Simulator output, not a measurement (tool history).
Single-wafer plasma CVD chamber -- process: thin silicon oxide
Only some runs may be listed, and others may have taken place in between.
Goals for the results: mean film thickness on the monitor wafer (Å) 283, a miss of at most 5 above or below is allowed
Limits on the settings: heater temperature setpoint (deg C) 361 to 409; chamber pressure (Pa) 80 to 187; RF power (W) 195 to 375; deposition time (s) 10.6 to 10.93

run  hour  heater temperature setpoint (deg C)  chamber pressure (Pa)  RF power (W)  deposition time (s)  mean film thickness on the monitor wafer (Å)
  1     0                                  385                    133           285                 10.6                                        238.42
  2   2.1                                  385                    137           285                 10.6                                        242.83
  3    10                                  385                    137           285                 10.6                                        244.55
  4  14.7                                  385                    140           285                 10.6                                        245.99
  5  19.8                                  385                    128           285                 10.6                                        229.25
  6  23.3                                  385                    132           285                 10.6                                        235.74
  7  25.2                                  385                    136           285                 10.6                                        242.34
  8  30.6                                  385                    136           285                 10.6                                        241.71
  9  36.8                                  385                    136           285                 10.6                                        243.27
 10  40.6                                  385                    139           285                 10.6                                        245.47
 11  43.1                                  385                    141           285                 10.6                                        248.82

Which one of the following 5 next-run settings gets every result inside its allowed miss? There is exactly one.
  A  45.6                                  384                    160           290                 10.9                                             ?
  B  45.6                                  384                    153           275                10.93                                             ?
  C  45.6                                  385                    140           295                10.93                                             ?
  D  45.6                                  377                    151           305                 10.6                                             ?
  E  45.6                                  399                    165           280                 10.6                                             ?

move  mean film thickness on the monitor wafer (Å)
   A                                        281.94
   B                                        269.52
   C                                         258.9
   D                                        270.72
   E                                        271.74
A: in spec on every target
B: closes in on the targets versus the last run, not all within tolerance yet
C: closes in on the targets versus the last run, not all within tolerance yet
D: closes in on the targets versus the last run, not all within tolerance yet
E: closes in on the targets versus the last run, not all within tolerance yet
A meets every target.

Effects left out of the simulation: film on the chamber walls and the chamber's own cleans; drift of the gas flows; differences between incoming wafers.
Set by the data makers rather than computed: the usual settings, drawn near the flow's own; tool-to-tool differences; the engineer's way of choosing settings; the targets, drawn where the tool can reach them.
